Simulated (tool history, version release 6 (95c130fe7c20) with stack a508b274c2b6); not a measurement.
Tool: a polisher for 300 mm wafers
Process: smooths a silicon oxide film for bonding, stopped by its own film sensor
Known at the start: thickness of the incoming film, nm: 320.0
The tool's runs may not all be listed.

run  hour  flow of slurry (ml/min)  pressure of the wafer on the pad (kPa)  speed of the pad under the wafer (m/s)  abrasive content of the slurry  target thickness at which the film sensor stops the polish (Å)  time until the film sensor stopped the polish (s)
  1   0.0                      290                                    14.5                                    0.86                             1.0                                                            2670                                             71.219
  2   3.8                      290                                    14.5                                    1.06                             1.0                                                            2670                                             60.921
  3  12.5                      290                                    14.5                                    1.20                             1.0                                                            2670                                             54.109
  4  13.1                      290                                    13.1                                    1.16                             1.0                                                            2670                                             60.544
  5  17.1                      290                                    11.7                                    1.12                             1.0                                                            2670                                             70.559
  6  17.6                      290                                    15.2                                    1.12                             1.0                                                            2670                                             55.022
  7  26.5                      290                                    13.8                                    1.10                             1.0                                                            2670                                             62.505

Run 8 comes next. What will it give?
  8  32.5                      290                                     9.7                                    1.06                             1.0                                                            2670                                                  ?

Run 8 gave time until the film sensor stopped the polish (s) 84.675.

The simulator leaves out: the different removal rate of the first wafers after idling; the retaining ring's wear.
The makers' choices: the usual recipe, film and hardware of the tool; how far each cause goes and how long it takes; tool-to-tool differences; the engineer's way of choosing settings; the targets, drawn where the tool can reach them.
